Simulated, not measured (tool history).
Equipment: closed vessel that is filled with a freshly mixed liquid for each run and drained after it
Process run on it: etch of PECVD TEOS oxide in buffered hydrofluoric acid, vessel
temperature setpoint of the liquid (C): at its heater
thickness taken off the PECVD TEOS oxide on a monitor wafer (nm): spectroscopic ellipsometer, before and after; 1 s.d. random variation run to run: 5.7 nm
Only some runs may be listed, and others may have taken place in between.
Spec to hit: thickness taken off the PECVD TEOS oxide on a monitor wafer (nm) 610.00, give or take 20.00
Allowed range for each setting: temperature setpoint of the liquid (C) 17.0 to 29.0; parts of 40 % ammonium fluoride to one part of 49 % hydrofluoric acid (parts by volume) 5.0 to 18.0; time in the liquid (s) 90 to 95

| run | hour | temperature setpoint of the liquid (C) | parts of 40 % ammonium fluoride to one part of 49 % hydrofluoric acid (parts by volume) | time in the liquid (s) | thickness taken off the PECVD TEOS oxide on a monitor wafer (nm) |
|---|---|---|---|---|---|
| 1 | 0.0 | 21.0 | 11.0 | 90 | 304.57 |
| 2 | 4.4 | 22.5 | 10.0 | 90 | 359.30 |
| 3 | 6.8 | 24.0 | 9.5 | 90 | 393.91 |
| 4 | 11.8 | 22.0 | 9.5 | 90 | 354.28 |
| 5 | 12.5 | 23.5 | 9.0 | 90 | 404.68 |
| 6 | 15.6 | 23.5 | 11.0 | 90 | 341.12 |
|  | 22.9 | thermometer replaced |
| 7 | 22.9 | 23.5 | 11.0 | 90 | 318.10 |
| 8 | 25.3 | 24.5 | 10.0 | 90 | 366.02 |
| 9 | 33.6 | 25.0 | 9.0 | 90 | 402.64 |
| 10 | 39.0 | 25.5 | 8.0 | 90 | 464.49 |
| 11 | 41.6 | 26.0 | 7.5 | 90 | 518.48 |
| 12 | 45.9 | 26.5 | 7.5 | 90 | 522.94 |
| 13 | 46.7 | 27.0 | 7.5 | 90 | 546.63 |
| 14 | 55.2 | 27.5 | 7.5 | 90 | 554.03 |
| 15 | 58.0 | 28.0 | 7.5 | 90 | 576.93 |
| 16 | 62.3 | 28.5 | 7.5 | 90 | 589.42 |

Consider the 4 candidate settings below. Which is the only one whose results all fall within their allowed miss of target?
| A | 66.6 | 27.0 | 7.5 | 90 | ? |
| B | 66.6 | 29.0 | 8.0 | 90 | ? |
| C | 66.6 | 28.0 | 7.5 | 95 | ? |
| D | 66.6 | 28.0 | 7.5 | 90 | ? |

| move | thickness taken off the PECVD TEOS oxide on a monitor wafer (nm) |
|---|---|
| A | 542.91 |
| B | 563.03 |
| C | 604.40 |
| D | 572.59 |
A: lands further from the targets than the last run did
B: lands further from the targets than the last run did
C: all results in spec
D: lands further from the targets than the last run did
Answer: C

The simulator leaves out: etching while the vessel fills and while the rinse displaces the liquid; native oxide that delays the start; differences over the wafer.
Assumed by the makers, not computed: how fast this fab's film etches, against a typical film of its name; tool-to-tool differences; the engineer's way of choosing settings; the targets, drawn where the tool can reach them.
